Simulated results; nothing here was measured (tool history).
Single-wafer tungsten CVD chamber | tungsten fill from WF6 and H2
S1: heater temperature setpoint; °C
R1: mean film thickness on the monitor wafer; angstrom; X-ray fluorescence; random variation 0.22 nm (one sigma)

Run 1, hour 0: S1 380 °C, chamber pressure (Torr) 32.6, deposition time (s) 25.8. Result: R1 546.37 angstrom.
Run 2, hour 8.1: S1 369 °C, chamber pressure (Torr) 32.6, deposition time (s) 25.8. Result: R1 420.69 angstrom.
Run 3, hour 14.4: S1 365 °C, chamber pressure (Torr) 32.6, deposition time (s) 25.8. Result: R1 383.8 angstrom.
Run 4, hour 17.3: S1 357 °C, chamber pressure (Torr) 32.6, deposition time (s) 25.8. Result: R1 312.54 angstrom.
Run 5, hour 24.7: S1 367 °C, chamber pressure (Torr) 32.8, deposition time (s) 25.8. Result: R1 402.78 angstrom.
Run 6, hour 25.9: S1 367 °C, chamber pressure (Torr) 32.8, deposition time (s) 25.8. Result: R1 405.76 angstrom.

Run 7 comes next. What will it give?
Run 7, hour 29.2: S1 374 °C, chamber pressure (Torr) 32.9, deposition time (s) 25.8. Result: R1 ?.

Run 7 gave R1 476.47 angstrom.
